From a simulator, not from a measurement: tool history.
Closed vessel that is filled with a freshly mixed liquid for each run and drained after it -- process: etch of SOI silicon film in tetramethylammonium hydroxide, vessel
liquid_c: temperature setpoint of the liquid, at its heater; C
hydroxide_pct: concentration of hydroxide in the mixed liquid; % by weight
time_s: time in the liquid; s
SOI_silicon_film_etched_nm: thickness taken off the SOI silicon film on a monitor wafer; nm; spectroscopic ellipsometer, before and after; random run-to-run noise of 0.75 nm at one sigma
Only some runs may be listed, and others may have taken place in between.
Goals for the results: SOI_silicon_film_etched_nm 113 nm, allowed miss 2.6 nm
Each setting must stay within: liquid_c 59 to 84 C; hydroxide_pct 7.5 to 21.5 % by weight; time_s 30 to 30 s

run	hour	liquid_c	hydroxide_pct	time_s	SOI_silicon_film_etched_nm
1	0	72	14.5	30	207.92
2	2.8	67.5	14.5	30	159.46
3	4.8	67.5	14.5	30	161.13
4	6.7	67.5	14.5	30	160.83
5	14.5	67.5	17.5	30	148.22
6	22.9	67	17.5	30	141.75
7	24.4	66.5	17.5	30	140.44
8	33.7	66	17.5	30	136.28
9	40.2	65.5	17.5	30	131.74
10	46.4	62.5	17.5	30	109.35

Exercise: of the 5 proposed moves below, exactly one satisfies all targets within the stated allowed misses. Which move is it?
A	52.6	64	18.5	30	?
B	52.6	64	18	30	?
C	52.6	61.5	17	30	?
D	52.6	63	16	30	?
E	52.6	63.5	18.5	30	?

move	SOI_silicon_film_etched_nm
A	118
B	119.34
C	104.7
D	117.33
E	114.46
A: moves the result that the last run missed by most past its target, out the other side
B: moves the result that the last run missed by most past its target, out the other side
C: lands further from the targets than the last run did
D: moves the result that the last run missed by most past its target, out the other side
E: every result lands within tolerance
The move that meets every target is E.

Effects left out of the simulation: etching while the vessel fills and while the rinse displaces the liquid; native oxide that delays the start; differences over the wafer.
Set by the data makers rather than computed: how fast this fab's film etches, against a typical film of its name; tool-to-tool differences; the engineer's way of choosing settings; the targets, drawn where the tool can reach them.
